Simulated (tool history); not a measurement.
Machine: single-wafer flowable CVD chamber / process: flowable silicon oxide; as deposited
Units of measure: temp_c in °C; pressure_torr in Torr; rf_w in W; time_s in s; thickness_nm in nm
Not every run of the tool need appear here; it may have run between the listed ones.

run	hour	temp_c	pressure_torr	rf_w	time_s	thickness_nm
1	0.0	95	0.767	1580	302	206.87
2	6.6	90	0.767	1580	302	252.97
3	8.4	90	0.767	1750	302	259.04
4	16.5	91	0.767	1750	302	253.14
5	20.4	82	0.767	1750	302	342.78
6	23.4	82	0.767	1750	302	345.25
7	25.2	84	0.767	1750	302	320.34

Expected results for the next run?
8	33.4	86	0.767	1750	302	?

{"run 8": {"thickness_nm": 296.58}}
